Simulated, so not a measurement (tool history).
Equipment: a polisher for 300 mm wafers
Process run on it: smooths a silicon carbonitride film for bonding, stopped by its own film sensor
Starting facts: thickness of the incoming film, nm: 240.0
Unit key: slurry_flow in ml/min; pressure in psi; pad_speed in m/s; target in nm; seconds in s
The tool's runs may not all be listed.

run 1 hour=0.0 | slurry_flow=280 pressure=1.6 pad_speed=0.92 slurry_solids=1.0 target=223 | seconds=106.740
run 2 hour=1.0 | slurry_flow=280 pressure=1.9 pad_speed=0.92 slurry_solids=1.0 target=223 | seconds=87.482
run 3 hour=5.3 | slurry_flow=280 pressure=2.0 pad_speed=0.92 slurry_solids=1.0 target=223 | seconds=84.539
run 4 hour=9.0 | slurry_flow=280 pressure=2.1 pad_speed=0.92 slurry_solids=1.0 target=223 | seconds=82.092
run 5 hour=11.4 | slurry_flow=280 pressure=2.2 pad_speed=0.92 slurry_solids=1.0 target=223 | seconds=76.560
run 6 hour=20.1 | slurry_flow=280 pressure=2.3 pad_speed=0.92 slurry_solids=1.0 target=223 | seconds=73.283
run 7 hour=22.2 | slurry_flow=280 pressure=2.4 pad_speed=0.92 slurry_solids=1.0 target=223 | seconds=70.650

Forecast run 8:
run 8 hour=28.0 | slurry_flow=280 pressure=2.5 pad_speed=0.94 slurry_solids=1.0 target=223 | seconds=?

seconds: 66.122 s
